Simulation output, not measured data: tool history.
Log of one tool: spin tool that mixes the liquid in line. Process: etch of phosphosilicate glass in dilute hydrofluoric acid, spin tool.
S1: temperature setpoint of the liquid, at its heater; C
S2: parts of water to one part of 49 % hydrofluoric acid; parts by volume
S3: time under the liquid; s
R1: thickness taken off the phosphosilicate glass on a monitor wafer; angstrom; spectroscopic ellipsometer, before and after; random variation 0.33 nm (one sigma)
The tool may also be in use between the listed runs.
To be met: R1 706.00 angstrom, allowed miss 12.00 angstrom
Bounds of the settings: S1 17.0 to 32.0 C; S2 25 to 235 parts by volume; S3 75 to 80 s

Run 1, hour 0.0: S1 24.0 C, S2 130 parts by volume, S3 75 s. Result: R1 668.51 angstrom.
Run 2, hour 1.3: S1 24.0 C, S2 170 parts by volume, S3 75 s. Result: R1 485.83 angstrom.
Run 3, hour 6.1: S1 25.0 C, S2 170 parts by volume, S3 75 s. Result: R1 507.07 angstrom.
Run 4, hour 14.5: S1 25.0 C, S2 170 parts by volume, S3 80 s. Result: R1 543.35 angstrom.
Run 5, hour 23.0: S1 26.0 C, S2 170 parts by volume, S3 80 s. Result: R1 559.89 angstrom.
Run 6, hour 30.4: S1 27.0 C, S2 170 parts by volume, S3 80 s. Result: R1 583.30 angstrom.
Run 7, hour 32.8: S1 27.5 C, S2 170 parts by volume, S3 80 s. Result: R1 590.70 angstrom.
Run 8, hour 41.3: S1 28.0 C, S2 170 parts by volume, S3 80 s. Result: R1 605.73 angstrom.
At hour 48.0: hydrofluoric acid flow meter replaced.
Run 9, hour 48.0: S1 28.5 C, S2 170 parts by volume, S3 80 s. Result: R1 559.16 angstrom.
Run 10, hour 54.9: S1 28.5 C, S2 165 parts by volume, S3 80 s. Result: R1 578.40 angstrom.
Run 11, hour 61.5: S1 28.5 C, S2 160 parts by volume, S3 80 s. Result: R1 601.42 angstrom.
Run 12, hour 67.4: S1 28.5 C, S2 155 parts by volume, S3 80 s. Result: R1 623.29 angstrom.
Run 13, hour 76.3: S1 28.5 C, S2 150 parts by volume, S3 80 s. Result: R1 650.95 angstrom.

Which of these 4 next moves meets every target?
Run A, hour 85.2: S1 28.0 C, S2 150 parts by volume, S3 75 s. Result: R1 ?.
Run B, hour 85.2: S1 27.5 C, S2 140 parts by volume, S3 80 s. Result: R1 ?.
Run C, hour 85.2: S1 28.0 C, S2 130 parts by volume, S3 75 s. Result: R1 ?.
Run D, hour 85.2: S1 28.5 C, S2 145 parts by volume, S3 80 s. Result: R1 ?.

move      R1
   A  596.86
   B  678.10
   C  706.41
   D  675.05
A: further off than the last run
B: nearer than the last run, and not there yet
C: meets every target
D: nearer than the last run, and not there yet
Move C is the one to make.

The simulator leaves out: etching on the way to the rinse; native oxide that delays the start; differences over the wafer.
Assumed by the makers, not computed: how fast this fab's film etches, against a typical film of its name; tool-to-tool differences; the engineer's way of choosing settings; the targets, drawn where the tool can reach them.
